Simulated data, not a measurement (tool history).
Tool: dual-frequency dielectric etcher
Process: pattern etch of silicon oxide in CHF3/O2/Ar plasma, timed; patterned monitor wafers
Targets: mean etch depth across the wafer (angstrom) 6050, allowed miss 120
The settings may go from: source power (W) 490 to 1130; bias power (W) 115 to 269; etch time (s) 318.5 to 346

run	day	source power (W)	bias power (W)	etch time (s)	mean etch depth across the wafer (angstrom)
1	0	810	192	346	7644.9
2	0.362	780	187	345	7440.4
3	0.667	760	183	344	7216.5
4	0.708	640	183	344	6822.8
5	0.842	630	181	343.5	6691.8
6	0.867	630	204	343.5	7118.4
7	0.996	620	200	343	7009
8	1.2	610	197	342.5	6914.7
9	1.525	600	194	342	6769.3
10	1.592	590	192	341.5	6712.6
11	1.679	580	190	341	6582.4
12	1.833	570	189	341	6533.4
13	2.042	560	188	341	6504.2
14	2.183	550	187	341	6414
15	2.55	550	187	341	6420.4
16	2.625	540	186	341	6351.6
17	2.983	490	171	337.5	5790.5

Which of these 4 next moves meets every target?
A	3.342	490	170	336	?
B	3.342	650	156	318.5	?
C	3.342	490	178	346	?
D	3.342	490	161	346	?

move	mean etch depth across the wafer (angstrom)
A	5758.3
B	5788.7
C	6086.9
D	5745.4
A: further off than the last run
B: as far off as the last run
C: meets every target
D: further off than the last run
Move C is the one to make.
